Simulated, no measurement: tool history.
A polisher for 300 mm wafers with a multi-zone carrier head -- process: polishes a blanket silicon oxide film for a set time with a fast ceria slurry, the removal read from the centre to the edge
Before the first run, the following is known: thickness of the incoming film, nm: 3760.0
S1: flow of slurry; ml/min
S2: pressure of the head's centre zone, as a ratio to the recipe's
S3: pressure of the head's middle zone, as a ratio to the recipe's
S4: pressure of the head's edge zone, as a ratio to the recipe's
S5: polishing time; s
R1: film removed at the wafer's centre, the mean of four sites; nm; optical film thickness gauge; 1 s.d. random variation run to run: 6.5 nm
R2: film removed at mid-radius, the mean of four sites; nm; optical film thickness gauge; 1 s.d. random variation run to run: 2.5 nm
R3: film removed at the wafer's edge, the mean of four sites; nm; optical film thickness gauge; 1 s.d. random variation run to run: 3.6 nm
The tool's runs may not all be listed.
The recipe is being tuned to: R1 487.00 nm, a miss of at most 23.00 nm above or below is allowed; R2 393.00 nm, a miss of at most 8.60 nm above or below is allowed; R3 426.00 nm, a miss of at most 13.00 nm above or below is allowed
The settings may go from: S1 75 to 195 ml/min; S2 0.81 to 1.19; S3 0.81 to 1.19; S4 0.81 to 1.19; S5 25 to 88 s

| run | hour | S1 | S2 | S3 | S4 | S5 | R1 | R2 | R3 |
|---|---|---|---|---|---|---|---|---|---|
| 1 | 0.0 | 125 | 1.00 | 1.00 | 1.00 | 56 | 582.67 | 549.52 | 537.97 |
| 2 | 1.5 | 115 | 1.00 | 0.95 | 0.96 | 54 | 531.77 | 500.44 | 504.74 |
| 3 | 7.9 | 110 | 1.03 | 0.92 | 0.93 | 52 | 524.46 | 470.96 | 484.54 |
| 4 | 16.3 | 140 | 1.03 | 0.92 | 0.93 | 52 | 555.66 | 491.40 | 492.73 |
| 5 | 20.6 | 140 | 1.03 | 0.92 | 1.02 | 52 | 564.31 | 493.51 | 512.39 |
| 6 | 24.5 | 140 | 1.03 | 0.92 | 1.02 | 46 | 480.44 | 431.34 | 456.01 |
| 7 | 31.5 | 130 | 1.05 | 0.91 | 1.00 | 46 | 496.72 | 423.82 | 440.62 |
| 8 | 38.2 | 120 | 1.06 | 0.90 | 1.00 | 46 | 492.42 | 413.39 | 441.53 |
| 9 | 47.0 | 115 | 1.07 | 0.90 | 0.99 | 46 | 473.45 | 408.64 | 434.45 |
| 10 | 49.3 | 115 | 1.09 | 0.89 | 0.99 | 46 | 506.08 | 403.18 | 437.49 |

Consider the 4 candidate settings below. Which is the only one whose results all fall within their allowed miss of target?
| A | 51.6 | 85 | 1.06 | 0.86 | 0.89 | 53 | ? | ? | ? |
| B | 51.6 | 135 | 1.09 | 0.88 | 0.99 | 44 | ? | ? | ? |
| C | 51.6 | 125 | 1.11 | 0.87 | 0.98 | 43 | ? | ? | ? |
| D | 51.6 | 135 | 0.99 | 0.86 | 0.93 | 47 | ? | ? | ? |

| move | R1 | R2 | R3 |
|---|---|---|---|
| A | 514.51 | 427.85 | 458.89 |
| B | 494.32 | 401.13 | 429.35 |
| C | 483.71 | 382.54 | 413.24 |
| D | 479.17 | 420.69 | 445.55 |
A: misses by more than the last run did
B: every result within its allowed miss
C: carries the result that was furthest off beyond its target, to the other side
D: misses by more than the last run did
So the answer is move B, the one that meets all the targets.

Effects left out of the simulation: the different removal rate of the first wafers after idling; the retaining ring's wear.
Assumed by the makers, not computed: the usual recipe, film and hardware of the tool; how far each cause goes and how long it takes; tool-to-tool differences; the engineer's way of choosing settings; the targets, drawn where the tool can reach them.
